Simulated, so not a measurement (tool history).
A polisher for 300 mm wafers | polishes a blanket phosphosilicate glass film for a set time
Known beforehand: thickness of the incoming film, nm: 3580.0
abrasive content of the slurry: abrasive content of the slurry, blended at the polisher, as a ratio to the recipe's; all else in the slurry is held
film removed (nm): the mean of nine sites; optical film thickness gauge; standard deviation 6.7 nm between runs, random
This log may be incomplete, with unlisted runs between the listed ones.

| run | hour | flow of slurry (ml/min) | pressure of the wafer on the pad (kPa) | speed of the pad under the wafer (m/s) | abrasive content of the slurry | polishing time (s) | film removed (nm) |
|---|---|---|---|---|---|---|---|
| 1 | 0 | 125 | 16.5 | 1.28 | 1 | 65 | 598.13 |
| 2 | 3 | 125 | 16.5 | 1.28 | 1 | 65 | 602.66 |
| 3 | 6 | 125 | 19.3 | 1.28 | 1 | 65 | 653.29 |
| 4 | 15 | 150 | 19.3 | 1.28 | 1 | 65 | 689.67 |
| 5 | 17.8 | 150 | 17.2 | 1.24 | 1 | 65 | 602.08 |
| 6 | 24 | 150 | 14.5 | 1.24 | 1 | 65 | 571.64 |
| 7 | 24.8 | 145 | 13.1 | 1.22 | 1 | 65 | 504.03 |

Run 8 comes next. What will it give?
| 8 | 27.9 | 145 | 12.4 | 1.22 | 1 | 65 | ? |

{"run 8": {"film removed (nm)": 500.59}}
